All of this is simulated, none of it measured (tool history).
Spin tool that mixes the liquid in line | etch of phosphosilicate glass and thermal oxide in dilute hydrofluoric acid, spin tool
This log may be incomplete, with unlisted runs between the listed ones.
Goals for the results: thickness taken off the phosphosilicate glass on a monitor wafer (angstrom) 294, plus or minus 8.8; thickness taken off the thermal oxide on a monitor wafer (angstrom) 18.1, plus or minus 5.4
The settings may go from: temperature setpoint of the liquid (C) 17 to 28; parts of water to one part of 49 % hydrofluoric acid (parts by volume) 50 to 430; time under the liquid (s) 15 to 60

run,day,temperature setpoint of the liquid (C),parts of water to one part of 49 % hydrofluoric acid (parts by volume),time under the liquid (s),thickness taken off the phosphosilicate glass on a monitor wafer (angstrom),thickness taken off the thermal oxide on a monitor wafer (angstrom)
1,0,20,240,30,68.866,3.8152
2,0.238,22,190,30,98.678,5.7237
3,0.608,23.5,155,30,131.17,7.6106
4,0.933,24.5,130,30,169.92,12.649
5,1.229,25,115,30,198.73,13.015
6,1.592,25.5,105,30,223.09,13.822
7,1.717,26,100,30,240.03,15.704
8,1.779,26.5,100,30,247.41,13.893
9,1.938,26.5,95,30,258.14,17.243
10,2.092,27,95,30,267.2,17.148
11,2.221,27.5,95,30,271.79,17.939

Pick the move, out of 4, that brings all results within their allowed miss; only one does.
A,2.35,28,145,45,?,?
B,2.35,23,120,50,?,?
C,2.35,28,50,15,?,?
D,2.35,17,105,60,?,?

move,thickness taken off the phosphosilicate glass on a monitor wafer (angstrom),thickness taken off the thermal oxide on a monitor wafer (angstrom)
A,254.85,18.101
B,291.46,20.702
C,280.27,19.907
D,318.23,22.603
A: further off than the last run
B: hits every target within its allowed miss
C: closer than the last run, but not yet in spec
D: takes the biggest miss from the last run beyond its target
B is the move that brings every result within its allowed miss.
